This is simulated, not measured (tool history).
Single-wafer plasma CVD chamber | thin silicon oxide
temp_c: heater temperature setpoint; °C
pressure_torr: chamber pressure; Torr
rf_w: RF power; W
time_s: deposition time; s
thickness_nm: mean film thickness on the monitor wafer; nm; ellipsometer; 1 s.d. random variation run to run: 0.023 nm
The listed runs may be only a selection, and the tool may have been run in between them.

{"run": 1, "hour": 0.0, "temp_c": 420, "pressure_torr": 0.784, "rf_w": 225, "time_s": 6.1, "thickness_nm": 9.1249}
{"run": 2, "hour": 8.5, "temp_c": 420, "pressure_torr": 0.784, "rf_w": 225, "time_s": 5.81, "thickness_nm": 8.6671}
{"run": 3, "hour": 10.0, "temp_c": 420, "pressure_torr": 0.817, "rf_w": 225, "time_s": 5.81, "thickness_nm": 8.9963}
{"run": 4, "hour": 15.2, "temp_c": 420, "pressure_torr": 0.847, "rf_w": 225, "time_s": 5.81, "thickness_nm": 9.2282}
{"run": 5, "hour": 17.2, "temp_c": 420, "pressure_torr": 0.875, "rf_w": 225, "time_s": 5.81, "thickness_nm": 9.5175}
{"run": 6, "hour": 25.5, "temp_c": 420, "pressure_torr": 0.896, "rf_w": 225, "time_s": 5.81, "thickness_nm": 9.6359}
{"run": 7, "hour": 31.9, "temp_c": 420, "pressure_torr": 0.917, "rf_w": 225, "time_s": 5.81, "thickness_nm": 9.8756}
{"run": 8, "hour": 37.9, "temp_c": 420, "pressure_torr": 0.932, "rf_w": 225, "time_s": 5.81, "thickness_nm": 10.009}
{"run": 9, "hour": 41.0, "temp_c": 420, "pressure_torr": 0.944, "rf_w": 225, "time_s": 5.81, "thickness_nm": 10.073}
{"run": 10, "hour": 41.7, "temp_c": 420, "pressure_torr": 0.955, "rf_w": 225, "time_s": 5.81, "thickness_nm": 10.142}

Expected results for the next run?
{"run": 11, "hour": 46.9, "temp_c": 420, "pressure_torr": 0.965, "rf_w": 225, "time_s": 5.81, "thickness_nm": "?"}

thickness_nm: 10.245 nm
